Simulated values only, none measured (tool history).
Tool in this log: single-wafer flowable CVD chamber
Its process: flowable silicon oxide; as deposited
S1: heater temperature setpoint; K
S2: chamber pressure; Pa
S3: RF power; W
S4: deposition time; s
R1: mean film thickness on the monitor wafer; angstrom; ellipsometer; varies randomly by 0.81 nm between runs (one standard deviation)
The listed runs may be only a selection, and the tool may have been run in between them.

run 1 hour=0 | S1=368.15 S2=76.4 S3=1940 S4=651 | R1=3151
run 2 hour=8.7 | S1=368.15 S2=88.8 S3=1940 S4=651 | R1=3668.6
run 3 hour=17.1 | S1=370.15 S2=88.8 S3=1940 S4=651 | R1=3440
run 4 hour=21.1 | S1=360.15 S2=88.8 S3=1940 S4=651 | R1=4660.9
run 5 hour=22.1 | S1=360.15 S2=96.9 S3=1940 S4=651 | R1=5043.6
run 6 hour=27.1 | S1=363.15 S2=96.9 S3=1940 S4=651 | R1=4684.5

Expected results for the next run?
run 7 hour=28 | S1=366.15 S2=96.9 S3=1940 S4=651 | R1=?

Run 7 gave R1 4274.5 angstrom.
